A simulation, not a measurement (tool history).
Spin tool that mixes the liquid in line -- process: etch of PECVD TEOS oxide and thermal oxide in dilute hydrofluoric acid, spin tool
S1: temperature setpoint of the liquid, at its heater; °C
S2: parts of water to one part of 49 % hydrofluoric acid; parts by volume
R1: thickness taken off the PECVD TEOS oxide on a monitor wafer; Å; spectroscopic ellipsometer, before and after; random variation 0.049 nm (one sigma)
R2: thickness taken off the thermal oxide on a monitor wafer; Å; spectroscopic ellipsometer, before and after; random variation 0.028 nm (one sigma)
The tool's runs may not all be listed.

Run 1, day 0.000: S1 24.0 °C, S2 170 parts by volume, time under the liquid (s) 180. Result: R1 99.709 Å, R2 45.192 Å.
Run 2, day 0.179: S1 21.5 °C, S2 175 parts by volume, time under the liquid (s) 180. Result: R1 87.420 Å, R2 40.262 Å.
Run 3, day 0.521: S1 21.5 °C, S2 235 parts by volume, time under the liquid (s) 180. Result: R1 61.514 Å, R2 27.862 Å.
Run 4, day 0.708: S1 23.0 °C, S2 235 parts by volume, time under the liquid (s) 180. Result: R1 65.231 Å, R2 29.384 Å.
Run 5, day 0.942: S1 23.0 °C, S2 270 parts by volume, time under the liquid (s) 180. Result: R1 54.154 Å, R2 24.332 Å.
Run 6, day 1.025: S1 25.0 °C, S2 270 parts by volume, time under the liquid (s) 180. Result: R1 58.593 Å, R2 26.499 Å.
Run 7, day 1.158: S1 26.5 °C, S2 270 parts by volume, time under the liquid (s) 180. Result: R1 61.019 Å, R2 27.849 Å.

Run 8, settings as shown, results not yet in. Your forecast:
Run 8, day 1.462: S1 27.5 °C, S2 270 parts by volume, time under the liquid (s) 180. Result: R1 ?, R2 ?.

{"run 8": {"R1": 63.491, "R2": 28.69}}
